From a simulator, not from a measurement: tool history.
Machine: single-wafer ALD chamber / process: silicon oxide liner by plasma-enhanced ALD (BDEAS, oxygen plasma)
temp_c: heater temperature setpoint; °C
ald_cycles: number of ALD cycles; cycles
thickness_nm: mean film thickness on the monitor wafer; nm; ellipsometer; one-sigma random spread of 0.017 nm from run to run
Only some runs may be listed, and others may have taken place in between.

Run 1, hour 0.0: temp_c 310 °C, ald_cycles 56 cycles. Result: thickness_nm 4.9827 nm.
Run 2, hour 7.0: temp_c 308 °C, ald_cycles 57 cycles. Result: thickness_nm 5.1103 nm.
Run 3, hour 8.3: temp_c 305 °C, ald_cycles 57 cycles. Result: thickness_nm 5.1304 nm.
Run 4, hour 10.3: temp_c 313 °C, ald_cycles 57 cycles. Result: thickness_nm 5.0791 nm.
Run 5, hour 16.2: temp_c 305 °C, ald_cycles 57 cycles. Result: thickness_nm 5.1363 nm.
Run 6, hour 23.3: temp_c 303 °C, ald_cycles 57 cycles. Result: thickness_nm 5.1823 nm.
Run 7, hour 26.1: temp_c 301 °C, ald_cycles 57 cycles. Result: thickness_nm 5.1698 nm.
Run 8, hour 34.8: temp_c 300 °C, ald_cycles 57 cycles. Result: thickness_nm 5.1651 nm.

Run 9 has not been measured yet. What should we expect?
Run 9, hour 37.1: temp_c 299 °C, ald_cycles 57 cycles. Result: thickness_nm ?.

{"run 9": {"thickness_nm": 5.1846}}

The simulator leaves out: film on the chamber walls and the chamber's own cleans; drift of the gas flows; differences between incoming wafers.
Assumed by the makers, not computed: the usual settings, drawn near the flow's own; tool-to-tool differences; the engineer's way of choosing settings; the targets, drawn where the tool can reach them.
